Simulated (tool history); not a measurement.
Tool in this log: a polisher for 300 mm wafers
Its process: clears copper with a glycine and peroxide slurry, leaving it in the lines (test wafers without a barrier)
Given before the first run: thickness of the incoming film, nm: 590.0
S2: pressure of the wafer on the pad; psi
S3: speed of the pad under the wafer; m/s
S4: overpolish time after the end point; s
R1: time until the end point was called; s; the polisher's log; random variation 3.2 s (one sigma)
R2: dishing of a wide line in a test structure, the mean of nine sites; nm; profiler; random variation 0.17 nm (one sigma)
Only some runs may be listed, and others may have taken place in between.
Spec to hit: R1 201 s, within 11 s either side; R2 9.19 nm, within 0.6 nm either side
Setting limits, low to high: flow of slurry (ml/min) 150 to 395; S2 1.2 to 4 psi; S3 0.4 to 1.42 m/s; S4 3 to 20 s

{"run": 1, "day": 0.0, "flow of slurry (ml/min)": 250, "S2": 2.6, "S3": 0.9, "S4": 10, "R1": 140.16, "R2": 32.104}
{"run": 2, "day": 0.121, "flow of slurry (ml/min)": 250, "S2": 2.6, "S3": 0.9, "S4": 6, "R1": 138.74, "R2": 20.409}
{"run": 3, "day": 0.192, "flow of slurry (ml/min)": 250, "S2": 2.6, "S3": 0.68, "S4": 6, "R1": 174.84, "R2": 15.992}
{"run": 4, "day": 0.454, "flow of slurry (ml/min)": 260, "S2": 2.5, "S3": 0.66, "S4": 5, "R1": 175.07, "R2": 12.579}
{"run": 5, "day": 0.533, "flow of slurry (ml/min)": 265, "S2": 2.4, "S3": 0.66, "S4": 5, "R1": 181.86, "R2": 12.868}
{"run": 6, "day": 0.896, "flow of slurry (ml/min)": 215, "S2": 2.4, "S3": 0.66, "S4": 5, "R1": 183.82, "R2": 12.381}
{"run": 7, "day": 1.208, "flow of slurry (ml/min)": 215, "S2": 2.3, "S3": 0.66, "S4": 5, "R1": 194.89, "R2": 11.786}
{"run": 8, "day": 1.492, "flow of slurry (ml/min)": 215, "S2": 2.2, "S3": 0.66, "S4": 3, "R1": 197.23, "R2": 6.9362}
{"run": 9, "day": 1.675, "flow of slurry (ml/min)": 210, "S2": 2.4, "S3": 0.58, "S4": 5, "R1": 200.74, "R2": 10.93}

Pick the move, out of 4, that brings all results within their allowed miss; only one does.
{"run": "A", "day": 1.858, "flow of slurry (ml/min)": 255, "S2": 2.7, "S3": 0.54, "S4": 4, "R1": "?", "R2": "?"}
{"run": "B", "day": 1.858, "flow of slurry (ml/min)": 165, "S2": 2.2, "S3": 0.58, "S4": 6, "R1": "?", "R2": "?"}
{"run": "C", "day": 1.858, "flow of slurry (ml/min)": 230, "S2": 2.7, "S3": 0.54, "S4": 7, "R1": "?", "R2": "?"}
{"run": "D", "day": 1.858, "flow of slurry (ml/min)": 225, "S2": 2.1, "S3": 0.62, "S4": 6, "R1": "?", "R2": "?"}

move=A R1=199.71 R2=9.5502
move=B R1=219.24 R2=12.947
move=C R1=201.11 R2=16.377
move=D R1=209.98 R2=13.494
A: hits every target within its allowed miss
B: further off than the last run
C: further off than the last run
D: further off than the last run
Move A is the one to make.

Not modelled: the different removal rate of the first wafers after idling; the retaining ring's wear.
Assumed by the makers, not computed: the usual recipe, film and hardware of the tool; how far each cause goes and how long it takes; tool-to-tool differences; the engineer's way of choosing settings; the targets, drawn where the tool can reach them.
